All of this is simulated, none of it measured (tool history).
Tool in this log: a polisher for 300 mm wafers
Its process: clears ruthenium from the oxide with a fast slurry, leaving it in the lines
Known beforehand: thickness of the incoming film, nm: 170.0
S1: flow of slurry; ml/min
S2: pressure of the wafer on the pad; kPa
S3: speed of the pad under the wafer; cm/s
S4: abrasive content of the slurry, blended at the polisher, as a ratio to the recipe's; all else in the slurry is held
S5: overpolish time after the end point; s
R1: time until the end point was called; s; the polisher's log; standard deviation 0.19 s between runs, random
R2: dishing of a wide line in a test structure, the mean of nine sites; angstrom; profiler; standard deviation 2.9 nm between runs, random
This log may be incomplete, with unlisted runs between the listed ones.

run,hour,S1,S2,S3,S4,S5,R1,R2
1,0,195,24.1,94,1,20,32.313,703.77
2,6,195,25.5,94,1,21,30.691,758.71
3,14.9,195,26.9,94,1,22,29.55,741.85
4,18.3,195,26.9,94,1,17,29.42,650.7
5,21.5,195,28.3,94,1,19,28.894,689.99
6,23.6,195,22.8,94,1,19,33.84,600.33
7,29.4,205,29.6,102,1,28,25.224,1008.3
8,36.7,205,30.3,102,1,28,24.471,972.68
9,40.1,205,31,102,1,29,24.103,1026.2
10,41.5,205,31,102,1,29,24.334,1067.3

Run 11 is up next; what results do you expect?
# hour 42.1: head pressure recalibrated
11,42.1,205,31.7,102,1,29,?,?

Run 11 gave R1 22.917 s, R2 1053.7 angstrom.
